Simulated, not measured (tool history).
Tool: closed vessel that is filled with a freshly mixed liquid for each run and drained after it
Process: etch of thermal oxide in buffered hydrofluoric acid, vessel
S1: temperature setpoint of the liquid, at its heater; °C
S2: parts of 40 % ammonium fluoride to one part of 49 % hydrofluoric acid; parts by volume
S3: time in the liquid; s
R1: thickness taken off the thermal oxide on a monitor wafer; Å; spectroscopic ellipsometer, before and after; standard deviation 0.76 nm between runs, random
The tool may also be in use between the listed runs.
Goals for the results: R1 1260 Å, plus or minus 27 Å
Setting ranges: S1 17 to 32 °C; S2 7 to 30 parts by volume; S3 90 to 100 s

{"run": 1, "hour": 0.0, "S1": 25, "S2": 19, "S3": 90, "R1": 568.84}
{"run": 2, "hour": 7.7, "S1": 27, "S2": 16, "S3": 90, "R1": 748.56}
{"run": 3, "hour": 11.3, "S1": 27, "S2": 16, "S3": 90, "R1": 745.54}
{"run": 4, "hour": 19.0, "S1": 24.5, "S2": 16, "S3": 90, "R1": 653.18}
{"run": 5, "hour": 24.2, "S1": 24.5, "S2": 16, "S3": 100, "R1": 723.27}
{"run": 6, "hour": 32.6, "S1": 27.5, "S2": 16, "S3": 100, "R1": 863.11}
{"run": 7, "hour": 37.0, "S1": 29, "S2": 15, "S3": 100, "R1": 989.2}
{"run": 8, "hour": 42.7, "S1": 30, "S2": 14.5, "S3": 100, "R1": 1070.5}
{"run": 9, "hour": 50.1, "S1": 30.5, "S2": 14, "S3": 100, "R1": 1133.3}
{"run": 10, "hour": 52.5, "S1": 31, "S2": 14, "S3": 100, "R1": 1169}
{"run": 11, "hour": 54.4, "S1": 31.5, "S2": 14, "S3": 100, "R1": 1198.3}

4 next moves are on the table. One of them brings every result within its allowed miss. Which?
{"run": "A", "hour": 56.3, "S1": 31.5, "S2": 12, "S3": 90, "R1": "?"}
{"run": "B", "hour": 56.3, "S1": 30, "S2": 10.5, "S3": 90, "R1": "?"}
{"run": "C", "hour": 56.3, "S1": 32, "S2": 11.5, "S3": 90, "R1": "?"}
{"run": "D", "hour": 56.3, "S1": 31, "S2": 13, "S3": 90, "R1": "?"}

move=A R1=1257.3
move=B R1=1323.9
move=C R1=1345
move=D R1=1132.9
A: every result within its allowed miss
B: the result that was furthest off in the last run now lies on the other side of its target
C: the result that was furthest off in the last run now lies on the other side of its target
D: lands further from the targets than the last run did
Answer: A
